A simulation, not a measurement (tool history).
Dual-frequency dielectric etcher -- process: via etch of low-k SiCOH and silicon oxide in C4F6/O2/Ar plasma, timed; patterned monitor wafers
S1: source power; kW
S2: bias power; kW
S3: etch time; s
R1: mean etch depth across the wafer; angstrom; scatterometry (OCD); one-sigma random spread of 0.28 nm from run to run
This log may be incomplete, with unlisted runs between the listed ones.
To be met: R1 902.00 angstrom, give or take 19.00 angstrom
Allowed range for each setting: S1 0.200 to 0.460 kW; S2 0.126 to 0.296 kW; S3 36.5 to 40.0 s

| run | hour | S1 | S2 | S3 | R1 |
|---|---|---|---|---|---|
| 1 | 0.0 | 0.330 | 0.211 | 40.0 | 1026.60 |
| 2 | 4.4 | 0.310 | 0.207 | 40.0 | 1000.70 |
| 3 | 8.4 | 0.290 | 0.203 | 40.0 | 981.73 |
| 4 | 13.7 | 0.270 | 0.198 | 40.0 | 952.75 |
| 5 | 21.9 | 0.270 | 0.222 | 40.0 | 985.94 |
| 6 | 24.8 | 0.260 | 0.216 | 40.0 | 959.47 |
| 7 | 28.1 | 0.250 | 0.214 | 40.0 | 948.08 |
| 8 | 29.8 | 0.240 | 0.212 | 40.0 | 939.82 |
| 9 | 34.4 | 0.230 | 0.210 | 40.0 | 922.50 |
| 10 | 39.0 | 0.230 | 0.209 | 40.0 | 926.66 |

Of the 5 settings listed for the next run, only one would bring every result within its allowed miss of target. Which one?
| A | 43.6 | 0.210 | 0.202 | 40.0 | ? |
| B | 43.6 | 0.240 | 0.228 | 40.0 | ? |
| C | 43.6 | 0.240 | 0.222 | 40.0 | ? |
| D | 43.6 | 0.210 | 0.200 | 38.5 | ? |
| E | 43.6 | 0.250 | 0.228 | 40.0 | ? |

| move | R1 |
|---|---|
| A | 895.77 |
| B | 956.67 |
| C | 950.13 |
| D | 860.06 |
| E | 967.25 |
A: all results in spec
B: lands further from the targets than the last run did
C: lands further from the targets than the last run did
D: the result that was furthest off in the last run now lies on the other side of its target
E: lands further from the targets than the last run did
Move A is the one to make.

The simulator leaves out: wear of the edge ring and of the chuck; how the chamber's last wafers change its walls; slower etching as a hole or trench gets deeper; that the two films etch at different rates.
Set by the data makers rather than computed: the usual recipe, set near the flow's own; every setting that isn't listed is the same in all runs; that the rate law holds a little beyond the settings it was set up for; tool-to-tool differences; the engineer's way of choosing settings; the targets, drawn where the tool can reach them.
